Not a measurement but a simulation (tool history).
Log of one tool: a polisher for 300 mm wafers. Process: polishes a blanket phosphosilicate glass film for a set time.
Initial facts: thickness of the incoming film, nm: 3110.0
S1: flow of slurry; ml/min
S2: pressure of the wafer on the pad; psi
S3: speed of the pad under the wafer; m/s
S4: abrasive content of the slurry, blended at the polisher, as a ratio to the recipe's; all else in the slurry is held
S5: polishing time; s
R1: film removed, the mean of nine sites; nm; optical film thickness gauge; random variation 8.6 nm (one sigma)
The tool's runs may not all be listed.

Run 1, hour 0.0: S1 305 ml/min, S2 3.5 psi, S3 1.06 m/s, S4 1.0, S5 61 s. Result: R1 560.45 nm.
Run 2, hour 7.9: S1 305 ml/min, S2 3.7 psi, S3 1.06 m/s, S4 1.0, S5 61 s. Result: R1 583.02 nm.
Run 3, hour 14.9: S1 370 ml/min, S2 3.7 psi, S3 1.06 m/s, S4 1.0, S5 61 s. Result: R1 591.71 nm.
Run 4, hour 23.8: S1 370 ml/min, S2 3.9 psi, S3 1.06 m/s, S4 1.0, S5 61 s. Result: R1 627.50 nm.
Run 5, hour 25.5: S1 330 ml/min, S2 3.9 psi, S3 1.06 m/s, S4 1.0, S5 61 s. Result: R1 629.70 nm.
Run 6, hour 28.6: S1 330 ml/min, S2 4.0 psi, S3 1.06 m/s, S4 1.0, S5 61 s. Result: R1 639.32 nm.
Run 7, hour 34.9: S1 330 ml/min, S2 5.0 psi, S3 1.08 m/s, S4 1.0, S5 61 s. Result: R1 793.74 nm.
Run 8, hour 38.9: S1 330 ml/min, S2 5.0 psi, S3 1.10 m/s, S4 1.0, S5 61 s. Result: R1 830.65 nm.
Run 9, hour 41.9: S1 330 ml/min, S2 5.2 psi, S3 1.12 m/s, S4 1.0, S5 61 s. Result: R1 876.96 nm.

The next listed run, before its measurement:
Run 10, hour 45.1: S1 330 ml/min, S2 5.3 psi, S3 1.14 m/s, S4 1.0, S5 61 s. Result: R1 ?.

R1: 896.55 nm

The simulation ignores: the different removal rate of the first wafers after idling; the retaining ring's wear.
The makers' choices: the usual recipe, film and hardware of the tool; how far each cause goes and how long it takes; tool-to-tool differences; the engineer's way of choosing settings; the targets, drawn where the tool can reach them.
